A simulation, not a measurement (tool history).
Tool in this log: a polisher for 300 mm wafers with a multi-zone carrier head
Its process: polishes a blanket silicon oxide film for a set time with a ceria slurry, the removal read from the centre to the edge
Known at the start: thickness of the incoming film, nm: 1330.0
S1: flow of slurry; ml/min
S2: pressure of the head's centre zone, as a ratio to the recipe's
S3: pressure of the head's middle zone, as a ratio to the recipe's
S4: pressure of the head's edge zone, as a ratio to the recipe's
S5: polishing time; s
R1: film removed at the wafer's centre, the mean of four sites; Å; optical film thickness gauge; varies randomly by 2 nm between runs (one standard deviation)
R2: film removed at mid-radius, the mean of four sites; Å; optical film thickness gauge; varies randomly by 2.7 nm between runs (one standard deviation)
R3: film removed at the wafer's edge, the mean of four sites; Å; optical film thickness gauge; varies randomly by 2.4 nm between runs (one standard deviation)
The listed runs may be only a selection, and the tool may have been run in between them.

run 1 hour=0 | S1=140 S2=1 S3=1 S4=1 S5=49 | R1=2028.4 R2=1915 R3=1930
run 2 hour=2.2 | S1=140 S2=1 S3=1 S4=1 S5=54 | R1=2259.3 R2=2066.4 R3=2113.5
run 3 hour=7.2 | S1=140 S2=0.93 S3=1 S4=1 S5=54 | R1=2094.8 R2=2093 R3=2115.5
run 4 hour=15.4 | S1=140 S2=0.93 S3=1 S4=0.97 S5=54 | R1=2111.7 R2=2108.8 R3=2124.9
run 5 hour=23.1 | S1=140 S2=0.93 S3=1 S4=1.01 S5=54 | R1=2138.5 R2=2127.6 R3=2180
run 6 hour=26.3 | S1=140 S2=0.88 S3=1 S4=1.01 S5=54 | R1=1953.2 R2=2110.6 R3=2151.6
run 7 hour=28.5 | S1=140 S2=0.88 S3=1 S4=1.01 S5=54 | R1=2020.6 R2=2108.4 R3=2154.5
-- hour=31.5 centre zone pressure recalibrated
run 8 hour=31.5 | S1=155 S2=0.86 S3=1.02 S4=1.04 S5=55 | R1=1896.8 R2=2221.9 R3=2215.2
run 9 hour=38.6 | S1=155 S2=0.86 S3=1.02 S4=1.04 S5=55 | R1=1950.3 R2=2203 R3=2254.5
run 10 hour=46.4 | S1=160 S2=0.87 S3=1.04 S4=1.05 S5=56 | R1=1962.8 R2=2279 R3=2308.4
run 11 hour=48.2 | S1=165 S2=0.88 S3=1.06 S4=1.05 S5=57 | R1=2036.7 R2=2374.8 R3=2317.2

Run 12 comes next. What will it give?
run 12 hour=50.6 | S1=170 S2=0.88 S3=1.06 S4=1.06 S5=58 | R1=? R2=? R3=?

{"run 12": {"R1": 2109, "R2": 2445.3, "R3": 2420.6}}

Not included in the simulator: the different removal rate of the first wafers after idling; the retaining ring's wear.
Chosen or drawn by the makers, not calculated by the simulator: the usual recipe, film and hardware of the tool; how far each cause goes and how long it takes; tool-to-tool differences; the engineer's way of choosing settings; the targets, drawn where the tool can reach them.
